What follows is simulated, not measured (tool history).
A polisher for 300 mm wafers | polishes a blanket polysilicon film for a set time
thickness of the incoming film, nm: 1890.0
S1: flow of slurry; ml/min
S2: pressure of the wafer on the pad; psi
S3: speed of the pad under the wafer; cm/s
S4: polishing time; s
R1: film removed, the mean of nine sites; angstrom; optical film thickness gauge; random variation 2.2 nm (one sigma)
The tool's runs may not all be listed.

run 1 day=0 | S1=125 S2=2.3 S3=86 S4=43 | R1=2505.2
run 2 day=0.308 | S1=125 S2=2.3 S3=86 S4=43 | R1=2558.5
run 3 day=0.538 | S1=120 S2=2.1 S3=86 S4=43 | R1=2274.2
run 4 day=0.717 | S1=120 S2=2.4 S3=86 S4=43 | R1=2588.7
run 5 day=0.817 | S1=115 S2=2.2 S3=86 S4=43 | R1=2409.9
run 6 day=1.008 | S1=115 S2=2.2 S3=106 S4=43 | R1=2749.9
run 7 day=1.075 | S1=110 S2=2 S3=106 S4=43 | R1=2471.4
run 8 day=1.35 | S1=105 S2=1.8 S3=106 S4=43 | R1=2179.7
run 9 day=1.421 | S1=100 S2=1.7 S3=106 S4=43 | R1=2039.5
run 10 day=1.746 | S1=95 S2=1.7 S3=106 S4=43 | R1=2076.7

The next listed run, before its measurement:
run 11 day=1.879 | S1=95 S2=1.6 S3=106 S4=43 | R1=?

R1: 1948.3 angstrom

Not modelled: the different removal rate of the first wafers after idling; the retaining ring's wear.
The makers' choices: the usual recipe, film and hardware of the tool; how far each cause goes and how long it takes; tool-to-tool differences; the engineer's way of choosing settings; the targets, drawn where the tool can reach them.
